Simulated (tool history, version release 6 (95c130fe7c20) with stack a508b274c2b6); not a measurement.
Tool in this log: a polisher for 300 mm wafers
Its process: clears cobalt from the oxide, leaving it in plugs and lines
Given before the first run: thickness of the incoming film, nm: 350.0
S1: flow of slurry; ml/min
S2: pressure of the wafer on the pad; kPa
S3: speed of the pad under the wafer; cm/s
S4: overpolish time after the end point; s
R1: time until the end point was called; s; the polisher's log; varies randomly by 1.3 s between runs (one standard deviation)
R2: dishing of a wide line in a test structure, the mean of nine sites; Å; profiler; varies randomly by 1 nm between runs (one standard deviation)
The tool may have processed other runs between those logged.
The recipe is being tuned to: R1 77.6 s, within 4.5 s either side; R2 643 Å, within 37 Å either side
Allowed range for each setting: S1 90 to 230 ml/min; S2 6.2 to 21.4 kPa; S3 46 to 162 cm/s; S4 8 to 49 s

| run | hour | S1 | S2 | S3 | S4 | R1 | R2 |
|---|---|---|---|---|---|---|---|
| 1 | 0 | 150 | 13.8 | 104 | 25 | 54.184 | 676.38 |
| 2 | 7.5 | 150 | 12.4 | 102 | 27 | 62.038 | 669.37 |
| 3 | 9.7 | 125 | 12.4 | 102 | 27 | 64.583 | 665.62 |
| 4 | 12.3 | 125 | 14.5 | 102 | 27 | 54.143 | 693.25 |
| 5 | 17.1 | 125 | 14.5 | 102 | 37 | 54.351 | 747.74 |
| 6 | 25.7 | 125 | 14.5 | 92 | 37 | 60.553 | 733.5 |
| 7 | 32.1 | 125 | 13.8 | 92 | 34 | 62.277 | 719.91 |
| 8 | 39.8 | 125 | 13.1 | 92 | 31 | 66.862 | 679.24 |

Pick the move, out of 5, that brings all results within their allowed miss; only one does.
| A | 47.5 | 150 | 15.9 | 94 | 27 | ? | ? |
| B | 47.5 | 135 | 12.4 | 104 | 34 | ? | ? |
| C | 47.5 | 140 | 14.5 | 104 | 24 | ? | ? |
| D | 47.5 | 140 | 12.4 | 80 | 30 | ? | ? |
| E | 47.5 | 100 | 15.2 | 94 | 34 | ? | ? |

| move | R1 | R2 |
|---|---|---|
| A | 52.652 | 690.43 |
| B | 61.784 | 704.98 |
| C | 52.845 | 664.73 |
| D | 78.912 | 624.65 |
| E | 59.893 | 709.72 |
A: its largest miss is bigger than the last run's
B: its largest miss is bigger than the last run's
C: its largest miss is bigger than the last run's
D: every result within its allowed miss
E: its largest miss is bigger than the last run's
D meets every target.
